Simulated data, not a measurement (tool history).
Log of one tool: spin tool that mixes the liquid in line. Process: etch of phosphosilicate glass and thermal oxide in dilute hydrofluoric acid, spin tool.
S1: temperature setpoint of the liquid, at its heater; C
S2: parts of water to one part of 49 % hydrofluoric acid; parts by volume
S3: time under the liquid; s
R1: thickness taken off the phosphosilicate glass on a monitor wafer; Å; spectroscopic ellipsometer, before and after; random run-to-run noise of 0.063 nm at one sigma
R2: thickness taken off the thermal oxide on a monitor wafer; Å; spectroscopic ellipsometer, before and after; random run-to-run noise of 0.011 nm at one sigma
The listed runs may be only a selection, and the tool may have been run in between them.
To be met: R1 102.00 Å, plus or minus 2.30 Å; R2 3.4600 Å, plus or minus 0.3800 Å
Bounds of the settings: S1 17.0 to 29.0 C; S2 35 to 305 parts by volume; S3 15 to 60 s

run	hour	S1	S2	S3	R1	R2
1	0.0	21.0	170	30	190.10	6.5936
2	6.3	20.0	185	30	165.29	5.4040
3	14.6	19.0	185	30	158.72	5.2450
4	22.1	19.0	185	20	106.01	3.3381
5	30.0	19.0	125	20	165.42	5.6220
6	35.3	20.5	125	20	175.90	6.3368
7	41.4	20.0	140	20	149.98	4.9363
8	46.7	19.5	150	20	136.85	4.5953
9	49.7	19.0	155	20	128.50	4.4057
10	53.1	18.5	160	20	123.21	4.1375
11	61.0	18.0	165	20	115.43	3.9905
12	68.9	18.0	170	20	110.91	3.7227
13	69.5	17.5	175	20	105.72	3.5538

4 next moves are on the table. One of them brings every result within its allowed miss. Which?
A	70.1	20.5	225	25	?	?
B	70.1	21.0	235	25	?	?
C	70.1	23.0	250	25	?	?
D	70.1	19.0	265	30	?	?

move	R1	R2
A	110.08	3.5629
B	106.36	3.4426
C	106.04	3.4323
D	102.10	3.3046
A: moves away from the targets compared with the last run
B: moves away from the targets compared with the last run
C: moves away from the targets compared with the last run
D: in spec on every target
The right move is D.
